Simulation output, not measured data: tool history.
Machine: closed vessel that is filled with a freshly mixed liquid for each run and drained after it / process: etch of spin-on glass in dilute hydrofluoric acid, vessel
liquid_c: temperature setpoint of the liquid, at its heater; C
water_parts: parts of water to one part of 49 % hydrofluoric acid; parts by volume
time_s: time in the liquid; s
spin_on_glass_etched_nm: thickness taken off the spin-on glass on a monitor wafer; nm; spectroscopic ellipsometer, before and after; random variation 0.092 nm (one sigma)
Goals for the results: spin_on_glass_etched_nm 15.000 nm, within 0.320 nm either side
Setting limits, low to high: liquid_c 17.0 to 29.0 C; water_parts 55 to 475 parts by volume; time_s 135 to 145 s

{"run": 1, "hour": 0.0, "liquid_c": 21.0, "water_parts": 265, "time_s": 135, "spin_on_glass_etched_nm": 12.12}
{"run": 2, "hour": 3.3, "liquid_c": 21.0, "water_parts": 265, "time_s": 145, "spin_on_glass_etched_nm": 13.278}
{"run": 3, "hour": 7.9, "liquid_c": 22.0, "water_parts": 265, "time_s": 145, "spin_on_glass_etched_nm": 13.821}
{"run": 4, "hour": 11.8, "liquid_c": 22.0, "water_parts": 265, "time_s": 135, "spin_on_glass_etched_nm": 12.841}
{"run": 5, "hour": 13.5, "liquid_c": 18.5, "water_parts": 265, "time_s": 135, "spin_on_glass_etched_nm": 11.11}
{"run": 6, "hour": 19.7, "liquid_c": 20.5, "water_parts": 265, "time_s": 135, "spin_on_glass_etched_nm": 12.159}
{"run": 7, "hour": 26.7, "liquid_c": 22.0, "water_parts": 265, "time_s": 135, "spin_on_glass_etched_nm": 12.61}
{"run": 8, "hour": 33.2, "liquid_c": 23.0, "water_parts": 265, "time_s": 135, "spin_on_glass_etched_nm": 13.231}

Which one of the following 4 next-run settings gets every result inside its allowed miss? There is exactly one.
{"run": "A", "hour": 39.7, "liquid_c": 21.5, "water_parts": 255, "time_s": 145, "spin_on_glass_etched_nm": "?"}
{"run": "B", "hour": 39.7, "liquid_c": 22.0, "water_parts": 245, "time_s": 145, "spin_on_glass_etched_nm": "?"}
{"run": "C", "hour": 39.7, "liquid_c": 23.5, "water_parts": 255, "time_s": 135, "spin_on_glass_etched_nm": "?"}
{"run": "D", "hour": 39.7, "liquid_c": 25.0, "water_parts": 285, "time_s": 145, "spin_on_glass_etched_nm": "?"}

move=A spin_on_glass_etched_nm=14.082
move=B spin_on_glass_etched_nm=15.074
move=C spin_on_glass_etched_nm=14.099
move=D spin_on_glass_etched_nm=13.861
A: closer than the last run, but not yet in spec
B: all results land within tolerance of their targets
C: closer than the last run, but not yet in spec
D: closer than the last run, but not yet in spec
B meets every target.
